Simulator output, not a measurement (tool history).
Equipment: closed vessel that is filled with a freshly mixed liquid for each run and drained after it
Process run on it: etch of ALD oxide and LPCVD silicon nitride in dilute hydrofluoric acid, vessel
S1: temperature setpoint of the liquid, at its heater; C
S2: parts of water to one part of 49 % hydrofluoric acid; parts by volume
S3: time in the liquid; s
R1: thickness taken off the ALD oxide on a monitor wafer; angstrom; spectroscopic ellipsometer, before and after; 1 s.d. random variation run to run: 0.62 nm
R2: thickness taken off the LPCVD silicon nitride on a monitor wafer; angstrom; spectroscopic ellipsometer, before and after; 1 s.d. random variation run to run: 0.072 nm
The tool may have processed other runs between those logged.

{"run": 1, "hour": 0.0, "S1": 26.0, "S2": 45, "S3": 60, "R1": 410.41, "R2": 7.6752}
{"run": 2, "hour": 7.1, "S1": 28.0, "S2": 40, "S3": 60, "R1": 498.74, "R2": 9.8352}
{"run": 3, "hour": 11.2, "S1": 30.5, "S2": 40, "S3": 60, "R1": 545.37, "R2": 11.857}
{"run": 4, "hour": 20.2, "S1": 30.5, "S2": 40, "S3": 50, "R1": 461.22, "R2": 9.2046}
{"run": 5, "hour": 22.1, "S1": 30.5, "S2": 35, "S3": 50, "R1": 529.98, "R2": 11.666}
{"run": 6, "hour": 27.2, "S1": 30.0, "S2": 30, "S3": 55, "R1": 667.88, "R2": 13.348}
{"run": 7, "hour": 29.1, "S1": 30.5, "S2": 25, "S3": 55, "R1": 833.93, "R2": 16.509}
{"run": 8, "hour": 32.7, "S1": 31.0, "S2": 25, "S3": 55, "R1": 843.95, "R2": 17.755}
{"run": 9, "hour": 34.3, "S1": 31.5, "S2": 25, "S3": 55, "R1": 855.38, "R2": 17.967}
{"run": 10, "hour": 38.9, "S1": 32.0, "S2": 25, "S3": 55, "R1": 873.07, "R2": 18.184}
{"run": 11, "hour": 40.6, "S1": 32.5, "S2": 25, "S3": 55, "R1": 898.75, "R2": 19.881}
{"run": 12, "hour": 44.7, "S1": 32.0, "S2": 25, "S3": 55, "R1": 874.63, "R2": 18.695}
{"run": 13, "hour": 46.2, "S1": 32.0, "S2": 20, "S3": 55, "R1": 1097.3, "R2": 22.582}
{"run": 14, "hour": 49.8, "S1": 31.5, "S2": 20, "S3": 55, "R1": 1097.2, "R2": 21.662}
{"run": 15, "hour": 57.4, "S1": 30.5, "S2": 25, "S3": 55, "R1": 832.02, "R2": 16.272}
{"run": 16, "hour": 60.0, "S1": 31.0, "S2": 25, "S3": 55, "R1": 851.86, "R2": 17.575}
{"run": 17, "hour": 61.8, "S1": 31.0, "S2": 25, "S3": 55, "R1": 847.42, "R2": 17.09}

Estimate the outcome of run 18 from the log above:
{"run": 18, "hour": 70.7, "S1": 31.5, "S2": 25, "S3": 55, "R1": "?", "R2": "?"}

R1: 856.75 angstrom
R2: 17.0540 angstrom
